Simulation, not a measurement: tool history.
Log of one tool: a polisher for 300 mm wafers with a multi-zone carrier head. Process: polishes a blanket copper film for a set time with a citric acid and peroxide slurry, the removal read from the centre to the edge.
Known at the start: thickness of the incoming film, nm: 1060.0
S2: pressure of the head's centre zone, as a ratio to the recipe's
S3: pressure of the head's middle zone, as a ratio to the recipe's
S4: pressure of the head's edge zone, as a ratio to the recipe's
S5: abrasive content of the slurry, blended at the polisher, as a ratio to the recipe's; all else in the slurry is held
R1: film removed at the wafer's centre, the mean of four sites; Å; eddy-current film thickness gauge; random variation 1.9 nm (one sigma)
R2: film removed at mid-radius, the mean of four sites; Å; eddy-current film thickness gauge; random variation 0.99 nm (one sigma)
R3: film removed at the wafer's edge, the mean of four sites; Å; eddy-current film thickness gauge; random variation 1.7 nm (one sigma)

run 1 hour=0.0 | flow_of_slurry_(ml/min)=135 S2=1.00 S3=1.00 S4=1.00 S5=1.00 polishing_time_(s)=39 | R1=716.97 R2=731.00 R3=738.15
run 2 hour=1.0 | flow_of_slurry_(ml/min)=150 S2=1.00 S3=1.00 S4=1.00 S5=1.00 polishing_time_(s)=39 | R1=747.72 R2=747.07 R3=747.57
run 3 hour=6.8 | flow_of_slurry_(ml/min)=155 S2=1.02 S3=1.00 S4=1.02 S5=1.10 polishing_time_(s)=41 | R1=834.11 R2=808.98 R3=815.01
run 4 hour=15.3 | flow_of_slurry_(ml/min)=155 S2=1.02 S3=0.96 S4=1.02 S5=1.10 polishing_time_(s)=41 | R1=828.62 R2=783.38 R3=796.82
-- hour=19.1 slurry nozzle cleaned
run 5 hour=19.1 | flow_of_slurry_(ml/min)=155 S2=1.04 S3=0.96 S4=1.05 S5=1.15 polishing_time_(s)=43 | R1=962.92 R2=880.45 R3=900.74
run 6 hour=26.5 | flow_of_slurry_(ml/min)=150 S2=1.05 S3=0.95 S4=1.07 S5=1.20 polishing_time_(s)=43 | R1=965.82 R2=886.17 R3=920.01

The next listed run, before its measurement:
run 7 hour=32.2 | flow_of_slurry_(ml/min)=150 S2=1.07 S3=0.94 S4=1.09 S5=1.25 polishing_time_(s)=44 | R1=? R2=? R3=?

R1: 1017.10 Å
R2: 922.17 Å
R3: 965.28 Å

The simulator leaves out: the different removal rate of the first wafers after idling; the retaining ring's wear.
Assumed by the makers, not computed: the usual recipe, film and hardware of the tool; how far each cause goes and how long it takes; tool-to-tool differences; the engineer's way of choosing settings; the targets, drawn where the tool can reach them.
